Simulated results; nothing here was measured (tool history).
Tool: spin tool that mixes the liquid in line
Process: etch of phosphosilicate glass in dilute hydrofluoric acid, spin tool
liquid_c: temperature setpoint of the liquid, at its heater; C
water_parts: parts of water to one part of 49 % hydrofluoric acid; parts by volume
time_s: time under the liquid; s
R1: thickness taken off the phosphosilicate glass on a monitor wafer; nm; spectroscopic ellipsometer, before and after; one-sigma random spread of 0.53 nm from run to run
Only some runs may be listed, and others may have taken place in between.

{"run": 1, "day": 0.0, "liquid_c": 26.0, "water_parts": 80, "time_s": 15, "R1": 24.457}
{"run": 2, "day": 0.171, "liquid_c": 26.0, "water_parts": 60, "time_s": 15, "R1": 33.064}
{"run": 3, "day": 0.483, "liquid_c": 28.0, "water_parts": 50, "time_s": 15, "R1": 43.931}
{"run": 4, "day": 0.758, "liquid_c": 28.0, "water_parts": 30, "time_s": 15, "R1": 75.531}
{"run": 5, "day": 1.083, "liquid_c": 26.0, "water_parts": 30, "time_s": 15, "R1": 69.413}
{"run": 6, "day": 1.433, "liquid_c": 26.0, "water_parts": 20, "time_s": 15, "R1": 105.6}
{"run": 7, "day": 1.7, "liquid_c": 27.0, "water_parts": 20, "time_s": 15, "R1": 110.33}
{"run": 8, "day": 2.046, "liquid_c": 25.5, "water_parts": 20, "time_s": 15, "R1": 103.75}

Estimate the outcome of run 9 from the log above:
{"run": 9, "day": 2.183, "liquid_c": 25.5, "water_parts": 25, "time_s": 15, "R1": "?"}

For run 9 the tool returned R1 82.197 nm.
